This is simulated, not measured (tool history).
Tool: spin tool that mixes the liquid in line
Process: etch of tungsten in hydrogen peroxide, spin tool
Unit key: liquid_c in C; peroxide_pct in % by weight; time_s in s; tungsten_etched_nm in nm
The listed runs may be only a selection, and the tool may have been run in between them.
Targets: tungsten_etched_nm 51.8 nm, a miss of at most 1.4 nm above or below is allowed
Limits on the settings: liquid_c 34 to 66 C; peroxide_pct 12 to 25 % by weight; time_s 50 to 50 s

run,hour,liquid_c,peroxide_pct,time_s,tungsten_etched_nm
1,0,50,17,50,80.313
2,5,46,17,50,63.49
3,9.4,46,17,50,61.995
4,10.4,45.5,17,50,61.013
5,12.7,45,17,50,58.893
6,14.5,45,17,50,57.891
7,20,44,17,50,55.781
8,25.4,43.5,17,50,53.517

Of the 5 settings listed for the next run, only one would bring every result within its allowed miss of target. Which one?
A,30.8,44,17.5,50,?
B,30.8,44.5,16.5,50,?
C,30.8,46,14.5,50,?
D,30.8,44,18,50,?
E,30.8,43.5,16,50,?

move,tungsten_etched_nm
A,56.091
B,56.217
C,57.92
D,56.886
E,51.956
A: misses by more than the last run did
B: misses by more than the last run did
C: misses by more than the last run did
D: misses by more than the last run did
E: meets every target
Correct choice: E, which meets every target
